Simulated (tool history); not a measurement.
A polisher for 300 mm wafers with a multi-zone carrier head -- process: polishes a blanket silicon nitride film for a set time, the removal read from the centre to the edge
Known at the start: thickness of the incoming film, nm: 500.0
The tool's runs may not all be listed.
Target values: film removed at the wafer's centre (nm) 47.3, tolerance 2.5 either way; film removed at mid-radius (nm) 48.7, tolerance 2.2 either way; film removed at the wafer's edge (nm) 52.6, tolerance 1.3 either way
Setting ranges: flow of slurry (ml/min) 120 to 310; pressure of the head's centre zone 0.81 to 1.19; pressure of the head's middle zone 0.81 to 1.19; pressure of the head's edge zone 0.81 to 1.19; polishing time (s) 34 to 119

run  hour  flow of slurry (ml/min)  pressure of the head's centre zone  pressure of the head's middle zone  pressure of the head's edge zone  polishing time (s)  film removed at the wafer's centre (nm)  film removed at mid-radius (nm)  film removed at the wafer's edge (nm)
  1     0                      200                                   1                                   1                                 1                  76                                   90.008                           89.432                                 89.264
  2   0.8                      200                                   1                                   1                              0.91                  76                                   89.348                           92.173                                 85.191
  3   9.1                      200                                   1                                   1                              0.91                  68                                   82.768                           81.635                                 75.914
  4  16.5                      200                                   1                                1.06                              0.91                  68                                   78.535                           84.296                                 75.008
  5  24.1                      200                                0.92                                1.06                              0.91                  68                                    73.33                           85.349                                 76.697
  6  32.3                      175                                0.92                                1.06                              0.91                  68                                    69.95                           83.123                                 75.134
  7  39.2                      135                                 0.9                                0.96                              0.87                  46                                   45.149                           49.422                                 47.814
  8  46.5                      140                                 0.9                                0.95                              0.89                  46                                   45.482                           48.293                                 48.824
  9  54.9                      145                                 0.9                                0.95                               0.9                  46                                   45.944                           50.118                                 49.861
 10  61.6                      150                                 0.9                                0.94                              0.91                  46                                   45.693                           48.565                                 49.262
 11  64.2                      155                                 0.9                                0.94                              0.93                  46                                    47.11                           49.248                                 50.484
 12  66.4                      155                                 0.9                                0.94                              0.94                  46                                       47                           49.248                                 51.079
 13  70.2                      155                                 0.9                                0.94                              0.95                  46                                    46.98                           49.034                                 50.802
 14  73.6                      155                                 0.9                                0.94                              0.96                  46                                   45.666                           49.693                                 51.201

Next run, 5 choices. One meets every target within its allowed miss, the rest don't. Which?
  A    77                      165                                0.93                                0.96                              0.91                  45                                        ?                                ?                                      ?
  B    77                      235                                0.86                                1.01                              1.03                  41                                        ?                                ?                                      ?
  C    77                      135                                0.82                                0.98                              1.01                  47                                        ?                                ?                                      ?
  D    77                      180                                0.92                                1.05                              1.03                  43                                        ?                                ?                                      ?
  E    77                      140                                0.88                                0.86                              0.91                  49                                        ?                                ?                                      ?

move  film removed at the wafer's centre (nm)  film removed at mid-radius (nm)  film removed at the wafer's edge (nm)
   A                                   47.888                           50.033                                 49.768
   B                                   43.005                           50.159                                 49.844
   C                                   41.866                           50.763                                 52.622
   D                                   46.131                           52.002                                 50.697
   E                                   47.319                           48.471                                 52.881
A: the biggest miss grows against the last run
B: the biggest miss grows against the last run
C: brings the last run's worst result on target, with another outside its allowed miss
D: the biggest miss grows against the last run
E: all results land within tolerance of their targets
So the answer is move E, the one that meets all the targets.
